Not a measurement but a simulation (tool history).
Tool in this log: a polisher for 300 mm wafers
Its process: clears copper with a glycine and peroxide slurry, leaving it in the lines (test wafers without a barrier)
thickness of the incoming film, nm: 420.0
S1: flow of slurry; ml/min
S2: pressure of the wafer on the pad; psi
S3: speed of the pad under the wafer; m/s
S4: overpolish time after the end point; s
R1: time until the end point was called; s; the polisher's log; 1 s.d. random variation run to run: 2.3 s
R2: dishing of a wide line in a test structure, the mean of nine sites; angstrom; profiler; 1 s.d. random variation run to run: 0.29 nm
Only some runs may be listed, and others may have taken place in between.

run	day	S1	S2	S3	S4	R1	R2
1	0	270	3	0.78	12	92.456	361.09
2	0.254	265	2.7	0.78	10	99.019	292.46
3	0.458	265	2.7	0.68	10	111.67	275.37
4	0.812	265	2.7	0.58	10	125.9	235.76
5	0.996	275	2.9	0.52	9	126.75	223.83
6	1.329	250	2.8	0.52	8	128.35	189.14
7	1.533	240	2.8	0.52	7	134.37	166.82
8	1.85	230	2.9	0.52	6	129.96	147.36
9	1.988	220	3.1	0.52	4	124.23	106.89

Expected results for the next run?
10	2.325	230	3.1	0.52	4	?	?

Run 10 measured R1 126.37 s, R2 102.48 angstrom.
